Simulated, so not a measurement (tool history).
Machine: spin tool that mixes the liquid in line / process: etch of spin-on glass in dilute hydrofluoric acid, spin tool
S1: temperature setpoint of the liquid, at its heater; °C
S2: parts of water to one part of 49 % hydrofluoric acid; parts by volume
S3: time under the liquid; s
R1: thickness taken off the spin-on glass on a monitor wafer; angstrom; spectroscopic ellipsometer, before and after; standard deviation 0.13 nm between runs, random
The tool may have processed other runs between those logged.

| run | hour | S1 | S2 | S3 | R1 |
|---|---|---|---|---|---|
| 1 | 0 | 20 | 245 | 300 | 287.52 |
| 2 | 1.2 | 19.5 | 250 | 300 | 275.34 |
| 3 | 2.1 | 19 | 255 | 300 | 266.44 |
| 4 | 8.9 | 18.5 | 260 | 300 | 255.16 |
| 5 | 10.8 | 18 | 265 | 300 | 247.69 |
| 6 | 13.6 | 20 | 265 | 300 | 262.25 |

Expected results for the next run?
| 7 | 21.3 | 19.5 | 265 | 300 | ? |

Run 7 yielded R1 258.76 angstrom.
